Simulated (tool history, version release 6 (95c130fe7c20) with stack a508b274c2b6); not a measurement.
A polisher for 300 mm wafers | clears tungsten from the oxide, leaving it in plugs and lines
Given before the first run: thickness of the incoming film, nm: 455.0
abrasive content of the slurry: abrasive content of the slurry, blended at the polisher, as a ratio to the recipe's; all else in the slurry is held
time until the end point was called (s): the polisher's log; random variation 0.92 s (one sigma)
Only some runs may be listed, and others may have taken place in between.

| run | day | flow of slurry (ml/min) | pressure of the wafer on the pad (psi) | speed of the pad under the wafer (cm/s) | abrasive content of the slurry | overpolish time after the end point (s) | time until the end point was called (s) |
|---|---|---|---|---|---|---|---|
| 1 | 0.000 | 275 | 2.8 | 108 | 1.0 | 11 | 100.170 |
| 2 | 0.333 | 275 | 2.9 | 108 | 1.0 | 11 | 98.182 |
| 3 | 0.408 | 275 | 2.9 | 108 | 1.0 | 9 | 97.861 |
| 4 | 0.483 | 275 | 2.9 | 108 | 1.0 | 11 | 95.254 |
| 5 | 0.783 | 275 | 3.0 | 108 | 1.0 | 11 | 90.883 |
| 6 | 0.933 | 275 | 3.1 | 108 | 1.0 | 11 | 90.065 |
| 7 | 1.112 | 275 | 3.2 | 108 | 1.0 | 11 | 86.744 |
| 8 | 1.333 | 275 | 3.3 | 108 | 1.0 | 11 | 85.517 |

What will run 9 give?
| 9 | 1.638 | 275 | 3.4 | 108 | 1.0 | 11 | ? |

time until the end point was called (s): 82.247

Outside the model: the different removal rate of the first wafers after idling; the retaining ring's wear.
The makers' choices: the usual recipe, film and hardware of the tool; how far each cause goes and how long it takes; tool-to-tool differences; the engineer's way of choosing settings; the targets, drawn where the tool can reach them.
